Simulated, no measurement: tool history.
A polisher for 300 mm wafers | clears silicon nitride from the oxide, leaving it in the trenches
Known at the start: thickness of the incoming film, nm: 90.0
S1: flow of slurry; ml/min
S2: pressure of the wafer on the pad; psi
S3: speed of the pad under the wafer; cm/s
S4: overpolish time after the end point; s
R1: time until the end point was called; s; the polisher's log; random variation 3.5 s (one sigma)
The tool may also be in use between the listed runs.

{"run": 1, "hour": 0.0, "S1": 225, "S2": 2.9, "S3": 98, "S4": 14, "R1": 107.87}
{"run": 2, "hour": 3.9, "S1": 225, "S2": 2.9, "S3": 98, "S4": 11, "R1": 104.95}
{"run": 3, "hour": 11.9, "S1": 225, "S2": 2.6, "S3": 94, "S4": 11, "R1": 122.18}
{"run": 4, "hour": 14.5, "S1": 225, "S2": 2.3, "S3": 92, "S4": 11, "R1": 141.04}
{"run": 5, "hour": 15.5, "S1": 225, "S2": 2.1, "S3": 92, "S4": 11, "R1": 151.59}
{"run": 6, "hour": 20.4, "S1": 225, "S2": 2.1, "S3": 116, "S4": 11, "R1": 121.89}
{"run": 7, "hour": 22.2, "S1": 225, "S2": 1.9, "S3": 110, "S4": 11, "R1": 138.79}
{"run": 8, "hour": 24.3, "S1": 225, "S2": 1.8, "S3": 106, "S4": 11, "R1": 149.07}
{"run": 9, "hour": 32.9, "S1": 225, "S2": 1.7, "S3": 102, "S4": 11, "R1": 168.52}
{"run": 10, "hour": 34.6, "S1": 225, "S2": 1.6, "S3": 102, "S4": 11, "R1": 172.42}

Forecast run 11:
{"run": 11, "hour": 42.9, "S1": 225, "S2": 1.5, "S3": 100, "S4": 11, "R1": "?"}

R1: 185.10 s

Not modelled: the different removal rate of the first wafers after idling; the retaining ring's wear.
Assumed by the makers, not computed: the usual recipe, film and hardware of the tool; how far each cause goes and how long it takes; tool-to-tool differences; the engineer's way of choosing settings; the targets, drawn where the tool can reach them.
